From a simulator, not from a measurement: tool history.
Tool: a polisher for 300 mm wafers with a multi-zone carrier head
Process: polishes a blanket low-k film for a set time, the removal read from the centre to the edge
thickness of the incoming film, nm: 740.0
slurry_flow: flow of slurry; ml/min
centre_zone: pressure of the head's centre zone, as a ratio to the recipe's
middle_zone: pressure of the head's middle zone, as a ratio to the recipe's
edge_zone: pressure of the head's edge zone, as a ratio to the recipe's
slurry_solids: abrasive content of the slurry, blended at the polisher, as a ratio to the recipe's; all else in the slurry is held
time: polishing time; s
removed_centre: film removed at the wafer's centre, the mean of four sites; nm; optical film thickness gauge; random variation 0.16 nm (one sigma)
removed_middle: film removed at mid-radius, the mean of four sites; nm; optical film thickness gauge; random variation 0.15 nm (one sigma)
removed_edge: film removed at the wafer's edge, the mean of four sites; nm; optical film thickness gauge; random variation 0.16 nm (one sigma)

{"run": 1, "hour": 0.0, "slurry_flow": 200, "centre_zone": 1.0, "middle_zone": 1.0, "edge_zone": 1.0, "slurry_solids": 1.0, "time": 55, "removed_centre": 19.77, "removed_middle": 20.193, "removed_edge": 20.63}
{"run": 2, "hour": 6.9, "slurry_flow": 200, "centre_zone": 1.0, "middle_zone": 1.0, "edge_zone": 0.98, "slurry_solids": 0.95, "time": 54, "removed_centre": 19.079, "removed_middle": 18.662, "removed_edge": 19.246}
{"run": 3, "hour": 12.1, "slurry_flow": 200, "centre_zone": 0.99, "middle_zone": 1.01, "edge_zone": 0.96, "slurry_solids": 0.9, "time": 54, "removed_centre": 18.36, "removed_middle": 18.016, "removed_edge": 18.216}
{"run": 4, "hour": 18.2, "slurry_flow": 200, "centre_zone": 0.97, "middle_zone": 1.01, "edge_zone": 0.94, "slurry_solids": 0.85, "time": 54, "removed_centre": 17.293, "removed_middle": 17.482, "removed_edge": 17.75}
{"run": 5, "hour": 20.9, "slurry_flow": 200, "centre_zone": 0.97, "middle_zone": 1.02, "edge_zone": 0.93, "slurry_solids": 0.8, "time": 54, "removed_centre": 16.227, "removed_middle": 16.867, "removed_edge": 16.614}
{"run": 6, "hour": 25.8, "slurry_flow": 200, "centre_zone": 0.92, "middle_zone": 1.02, "edge_zone": 0.93, "slurry_solids": 0.8, "time": 54, "removed_centre": 15.366, "removed_middle": 16.637, "removed_edge": 16.541}
{"run": 7, "hour": 27.7, "slurry_flow": 200, "centre_zone": 0.92, "middle_zone": 1.02, "edge_zone": 0.93, "slurry_solids": 0.8, "time": 54, "removed_centre": 15.534, "removed_middle": 16.604, "removed_edge": 16.169}
{"run": 8, "hour": 33.1, "slurry_flow": 205, "centre_zone": 0.92, "middle_zone": 1.02, "edge_zone": 0.91, "slurry_solids": 0.75, "time": 54, "removed_centre": 14.779, "removed_middle": 15.586, "removed_edge": 15.906}
{"run": 9, "hour": 37.9, "slurry_flow": 200, "centre_zone": 0.93, "middle_zone": 1.02, "edge_zone": 0.9, "slurry_solids": 0.75, "time": 54, "removed_centre": 14.38, "removed_middle": 15.723, "removed_edge": 15.173}
{"run": 10, "hour": 46.4, "slurry_flow": 195, "centre_zone": 0.94, "middle_zone": 1.01, "edge_zone": 0.89, "slurry_solids": 0.75, "time": 54, "removed_centre": 14.879, "removed_middle": 15.88, "removed_edge": 14.931}
{"run": 11, "hour": 53.2, "slurry_flow": 190, "centre_zone": 0.93, "middle_zone": 0.99, "edge_zone": 0.89, "slurry_solids": 0.75, "time": 54, "removed_centre": 14.532, "removed_middle": 15.086, "removed_edge": 15.19}
{"run": 12, "hour": 57.5, "slurry_flow": 185, "centre_zone": 0.94, "middle_zone": 0.99, "edge_zone": 0.88, "slurry_solids": 0.75, "time": 54, "removed_centre": 14.84, "removed_middle": 15.335, "removed_edge": 14.975}
{"run": 13, "hour": 62.8, "slurry_flow": 180, "centre_zone": 0.94, "middle_zone": 0.98, "edge_zone": 0.87, "slurry_solids": 0.75, "time": 54, "removed_centre": 14.686, "removed_middle": 15.184, "removed_edge": 14.962}
{"run": 14, "hour": 70.4, "slurry_flow": 180, "centre_zone": 0.94, "middle_zone": 0.98, "edge_zone": 0.86, "slurry_solids": 0.75, "time": 54, "removed_centre": 14.619, "removed_middle": 15.021, "removed_edge": 15.018}

The next listed run, before its measurement:
{"run": 15, "hour": 76.1, "slurry_flow": 180, "centre_zone": 0.95, "middle_zone": 0.98, "edge_zone": 0.85, "slurry_solids": 0.75, "time": 54, "removed_centre": "?", "removed_middle": "?", "removed_edge": "?"}

removed_centre: 14.933 nm
removed_middle: 15.034 nm
removed_edge: 14.919 nm

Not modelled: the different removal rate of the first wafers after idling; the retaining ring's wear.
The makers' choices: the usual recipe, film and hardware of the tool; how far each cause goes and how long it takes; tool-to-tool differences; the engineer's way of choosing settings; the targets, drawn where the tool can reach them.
